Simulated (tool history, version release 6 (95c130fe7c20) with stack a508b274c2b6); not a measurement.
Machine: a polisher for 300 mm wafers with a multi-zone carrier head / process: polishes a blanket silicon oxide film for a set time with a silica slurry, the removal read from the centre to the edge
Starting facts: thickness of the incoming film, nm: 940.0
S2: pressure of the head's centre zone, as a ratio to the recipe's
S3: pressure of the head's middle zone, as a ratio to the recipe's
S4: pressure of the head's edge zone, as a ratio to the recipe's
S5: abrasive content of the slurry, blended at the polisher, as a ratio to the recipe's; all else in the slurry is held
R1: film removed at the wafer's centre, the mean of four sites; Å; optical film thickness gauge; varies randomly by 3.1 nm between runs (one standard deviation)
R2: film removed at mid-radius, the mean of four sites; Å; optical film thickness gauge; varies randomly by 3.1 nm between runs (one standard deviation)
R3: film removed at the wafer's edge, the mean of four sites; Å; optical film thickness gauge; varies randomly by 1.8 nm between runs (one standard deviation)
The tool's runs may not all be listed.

{"run": 1, "day": 0.0, "flow of slurry (ml/min)": 295, "S2": 1, "S3": 1, "S4": 1, "S5": 1, "polishing time (s)": 33, "R1": 1827.4, "R2": 1769.2, "R3": 1798.1}
{"run": 2, "day": 0.321, "flow of slurry (ml/min)": 295, "S2": 1, "S3": 1, "S4": 0.97, "S5": 1, "polishing time (s)": 33, "R1": 1816.7, "R2": 1746.9, "R3": 1745.6}
{"run": 3, "day": 0.504, "flow of slurry (ml/min)": 295, "S2": 1, "S3": 1, "S4": 1.01, "S5": 1, "polishing time (s)": 33, "R1": 1836.9, "R2": 1860.6, "R3": 1800.4}
{"run": 4, "day": 0.842, "flow of slurry (ml/min)": 295, "S2": 0.96, "S3": 1, "S4": 1.01, "S5": 1, "polishing time (s)": 33, "R1": 1741.2, "R2": 1770.1, "R3": 1790.8}
{"run": 5, "day": 1.062, "flow of slurry (ml/min)": 305, "S2": 0.99, "S3": 1, "S4": 1.01, "S5": 1.05, "polishing time (s)": 33, "R1": 1836.7, "R2": 1849.2, "R3": 1809.7}
{"run": 6, "day": 1.288, "flow of slurry (ml/min)": 305, "S2": 0.99, "S3": 0.95, "S4": 1.01, "S5": 1.05, "polishing time (s)": 33, "R1": 1804, "R2": 1807.7, "R3": 1819.7}
{"run": 7, "day": 1.321, "flow of slurry (ml/min)": 300, "S2": 1.02, "S3": 0.95, "S4": 1.01, "S5": 1.1, "polishing time (s)": 33, "R1": 1921.8, "R2": 1810.8, "R3": 1839.5}

Expected results for the next run?
{"run": 8, "day": 1.65, "flow of slurry (ml/min)": 300, "S2": 1.04, "S3": 0.96, "S4": 1.02, "S5": 1.15, "polishing time (s)": 33, "R1": "?", "R2": "?", "R3": "?"}

Run 8 gave R1 1987.4 Å, R2 1833.2 Å, R3 1897.3 Å.

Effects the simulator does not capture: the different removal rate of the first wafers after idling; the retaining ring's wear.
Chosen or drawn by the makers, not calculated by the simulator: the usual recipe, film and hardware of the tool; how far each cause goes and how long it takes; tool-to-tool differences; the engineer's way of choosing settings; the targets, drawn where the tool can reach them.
